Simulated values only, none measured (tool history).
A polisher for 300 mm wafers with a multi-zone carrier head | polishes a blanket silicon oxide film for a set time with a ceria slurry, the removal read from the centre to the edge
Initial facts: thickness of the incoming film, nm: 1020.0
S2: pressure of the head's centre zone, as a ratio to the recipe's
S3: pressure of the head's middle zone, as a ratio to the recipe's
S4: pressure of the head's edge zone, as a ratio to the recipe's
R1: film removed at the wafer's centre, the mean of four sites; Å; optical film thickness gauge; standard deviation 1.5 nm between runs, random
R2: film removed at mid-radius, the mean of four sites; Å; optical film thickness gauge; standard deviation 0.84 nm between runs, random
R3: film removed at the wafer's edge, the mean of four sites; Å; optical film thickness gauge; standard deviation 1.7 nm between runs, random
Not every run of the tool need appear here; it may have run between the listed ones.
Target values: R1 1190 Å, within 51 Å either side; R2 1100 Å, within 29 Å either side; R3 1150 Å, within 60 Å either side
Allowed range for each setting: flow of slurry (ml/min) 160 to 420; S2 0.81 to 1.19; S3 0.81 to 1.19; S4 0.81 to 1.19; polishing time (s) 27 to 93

{"run": 1, "hour": 0.0, "flow of slurry (ml/min)": 270, "S2": 1, "S3": 1, "S4": 1, "polishing time (s)": 59, "R1": 1536.1, "R2": 1543.5, "R3": 1535.9}
{"run": 2, "hour": 7.2, "flow of slurry (ml/min)": 265, "S2": 0.99, "S3": 0.97, "S4": 0.97, "polishing time (s)": 56, "R1": 1456.1, "R2": 1435.5, "R3": 1415.4}
{"run": 3, "hour": 13.1, "flow of slurry (ml/min)": 265, "S2": 0.99, "S3": 0.92, "S4": 0.97, "polishing time (s)": 56, "R1": 1463.7, "R2": 1377.8, "R3": 1423.9}
{"run": 4, "hour": 16.6, "flow of slurry (ml/min)": 260, "S2": 0.97, "S3": 0.9, "S4": 0.95, "polishing time (s)": 54, "R1": 1376, "R2": 1288.7, "R3": 1319.4}
{"hour": 25.4, "done": "worn pad replaced by a new one"}
{"run": 5, "hour": 25.4, "flow of slurry (ml/min)": 250, "S2": 0.95, "S3": 0.88, "S4": 0.94, "polishing time (s)": 53, "R1": 1397.8, "R2": 1337.3, "R3": 1453}
{"run": 6, "hour": 28.1, "flow of slurry (ml/min)": 255, "S2": 0.96, "S3": 0.89, "S4": 0.95, "polishing time (s)": 50, "R1": 1341.3, "R2": 1286.1, "R3": 1342.4}
{"run": 7, "hour": 34.3, "flow of slurry (ml/min)": 270, "S2": 0.98, "S3": 0.86, "S4": 0.94, "polishing time (s)": 40, "R1": 1122.1, "R2": 992.19, "R3": 1088.5}
{"run": 8, "hour": 37.6, "flow of slurry (ml/min)": 270, "S2": 0.98, "S3": 0.87, "S4": 0.94, "polishing time (s)": 41, "R1": 1154.3, "R2": 1018.7, "R3": 1088}
{"run": 9, "hour": 40.4, "flow of slurry (ml/min)": 270, "S2": 0.98, "S3": 0.88, "S4": 0.94, "polishing time (s)": 42, "R1": 1163.6, "R2": 1079.5, "R3": 1130.7}

Which single option among these 4 for the next run brings every result within its allowed miss of target? Just one does.
{"run": "A", "hour": 43.2, "flow of slurry (ml/min)": 270, "S2": 1.04, "S3": 0.89, "S4": 0.91, "polishing time (s)": 40, "R1": "?", "R2": "?", "R3": "?"}
{"run": "B", "hour": 43.2, "flow of slurry (ml/min)": 300, "S2": 0.99, "S3": 0.87, "S4": 0.97, "polishing time (s)": 41, "R1": "?", "R2": "?", "R3": "?"}
{"run": "C", "hour": 43.2, "flow of slurry (ml/min)": 285, "S2": 1.07, "S3": 0.87, "S4": 0.98, "polishing time (s)": 42, "R1": "?", "R2": "?", "R3": "?"}
{"run": "D", "hour": 43.2, "flow of slurry (ml/min)": 310, "S2": 0.96, "S3": 0.88, "S4": 0.9, "polishing time (s)": 43, "R1": "?", "R2": "?", "R3": "?"}

move=A R1=1176.6 R2=1026.1 R3=1085
move=B R1=1175.2 R2=1044.4 R3=1142
move=C R1=1272 R2=1063.7 R3=1168.3
move=D R1=1208 R2=1109.7 R3=1176.4
A: further off than the last run
B: further off than the last run
C: further off than the last run
D: in spec on every target
So the answer is move D, the one that meets all the targets.
